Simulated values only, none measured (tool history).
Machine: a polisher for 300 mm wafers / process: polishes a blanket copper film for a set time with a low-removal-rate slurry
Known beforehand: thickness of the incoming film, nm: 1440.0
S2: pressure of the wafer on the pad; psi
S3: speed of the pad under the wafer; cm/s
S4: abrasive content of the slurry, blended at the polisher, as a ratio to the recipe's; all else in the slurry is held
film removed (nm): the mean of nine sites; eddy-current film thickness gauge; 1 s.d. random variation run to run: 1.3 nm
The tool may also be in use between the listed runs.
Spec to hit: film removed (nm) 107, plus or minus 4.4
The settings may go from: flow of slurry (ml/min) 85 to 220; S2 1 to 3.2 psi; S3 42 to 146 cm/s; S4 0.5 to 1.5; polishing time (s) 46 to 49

{"run": 1, "hour": 0.0, "flow of slurry (ml/min)": 140, "S2": 2.1, "S3": 94, "S4": 1, "polishing time (s)": 46, "film removed (nm)": 79.568}
{"run": 2, "hour": 6.8, "flow of slurry (ml/min)": 140, "S2": 1.8, "S3": 94, "S4": 1, "polishing time (s)": 46, "film removed (nm)": 68.607}
{"run": 3, "hour": 7.6, "flow of slurry (ml/min)": 140, "S2": 1.8, "S3": 82, "S4": 1, "polishing time (s)": 46, "film removed (nm)": 58.741}
{"run": 4, "hour": 10.6, "flow of slurry (ml/min)": 140, "S2": 1.8, "S3": 82, "S4": 1.15, "polishing time (s)": 46, "film removed (nm)": 62.188}
{"run": 5, "hour": 14.2, "flow of slurry (ml/min)": 145, "S2": 2.1, "S3": 82, "S4": 1.15, "polishing time (s)": 46, "film removed (nm)": 72.763}
{"hour": 22.8, "done": "worn pad replaced by a new one"}
{"run": 6, "hour": 22.8, "flow of slurry (ml/min)": 110, "S2": 2.1, "S3": 82, "S4": 1.15, "polishing time (s)": 46, "film removed (nm)": 75}
{"run": 7, "hour": 29.5, "flow of slurry (ml/min)": 110, "S2": 2.3, "S3": 82, "S4": 1.15, "polishing time (s)": 46, "film removed (nm)": 81.56}
{"run": 8, "hour": 35.7, "flow of slurry (ml/min)": 110, "S2": 2.5, "S3": 82, "S4": 1.15, "polishing time (s)": 46, "film removed (nm)": 87.684}
{"run": 9, "hour": 38.2, "flow of slurry (ml/min)": 110, "S2": 2.6, "S3": 82, "S4": 1.15, "polishing time (s)": 46, "film removed (nm)": 92.181}
{"run": 10, "hour": 47.1, "flow of slurry (ml/min)": 110, "S2": 2.7, "S3": 82, "S4": 1.15, "polishing time (s)": 46, "film removed (nm)": 95.702}
{"run": 11, "hour": 52.4, "flow of slurry (ml/min)": 110, "S2": 2.8, "S3": 82, "S4": 1.15, "polishing time (s)": 46, "film removed (nm)": 100.9}

Which single option among these 4 for the next run brings every result within its allowed miss of target? Just one does.
{"run": "A", "hour": 57.7, "flow of slurry (ml/min)": 125, "S2": 2.5, "S3": 74, "S4": 1.35, "polishing time (s)": 48, "film removed (nm)": "?"}
{"run": "B", "hour": 57.7, "flow of slurry (ml/min)": 115, "S2": 2.9, "S3": 92, "S4": 1.15, "polishing time (s)": 47, "film removed (nm)": "?"}
{"run": "C", "hour": 57.7, "flow of slurry (ml/min)": 115, "S2": 3, "S3": 72, "S4": 1.25, "polishing time (s)": 48, "film removed (nm)": "?"}
{"run": "D", "hour": 57.7, "flow of slurry (ml/min)": 115, "S2": 2.8, "S3": 86, "S4": 1.1, "polishing time (s)": 48, "film removed (nm)": "?"}

move=A film_removed_(nm)=90.526
move=B film_removed_(nm)=119.86
move=C film_removed_(nm)=101.84
move=D film_removed_(nm)=109.66
A: lands further from the targets than the last run did
B: takes the biggest miss from the last run beyond its target
C: closes in on the targets versus the last run, not all within tolerance yet
D: meets every target
So the answer is move D, the one that meets all the targets.

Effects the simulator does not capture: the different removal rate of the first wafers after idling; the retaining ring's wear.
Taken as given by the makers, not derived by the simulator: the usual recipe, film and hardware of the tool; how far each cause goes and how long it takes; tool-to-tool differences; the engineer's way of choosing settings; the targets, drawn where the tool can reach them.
